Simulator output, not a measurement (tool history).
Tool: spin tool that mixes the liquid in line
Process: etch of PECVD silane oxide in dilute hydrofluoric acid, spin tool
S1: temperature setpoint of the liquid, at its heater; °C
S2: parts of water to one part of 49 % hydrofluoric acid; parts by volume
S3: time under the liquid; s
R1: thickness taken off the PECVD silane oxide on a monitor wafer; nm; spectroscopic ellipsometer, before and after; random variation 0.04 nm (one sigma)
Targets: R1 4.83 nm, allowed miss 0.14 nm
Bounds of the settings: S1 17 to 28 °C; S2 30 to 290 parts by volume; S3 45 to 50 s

run,day,S1,S2,S3,R1
1,0,20,160,45,6.3588
2,0.212,19.5,165,45,6.0216
3,0.35,19,170,45,5.7203
4,0.658,22,170,45,6.4875
5,0.779,21,175,45,5.9044
6,0.975,20,175,45,5.7223
7,1.15,19.5,175,45,5.6058
8,1.208,19,175,45,5.4537
9,1.304,18.5,175,45,5.4777

5 next moves are on the table. One of them brings every result within its allowed miss. Which?
A,1.4,21.5,225,45,?
B,1.4,19.5,210,45,?
C,1.4,20.5,205,45,?
D,1.4,18,205,45,?
E,1.4,21.5,205,45,?

move,R1
A,4.5265
B,4.561
C,4.8791
D,4.4278
E,5.0685
A: takes the result that was furthest off past its target
B: takes the result that was furthest off past its target
C: meets every target
D: takes the result that was furthest off past its target
E: nearer than the last run, and not there yet
The right move is C.
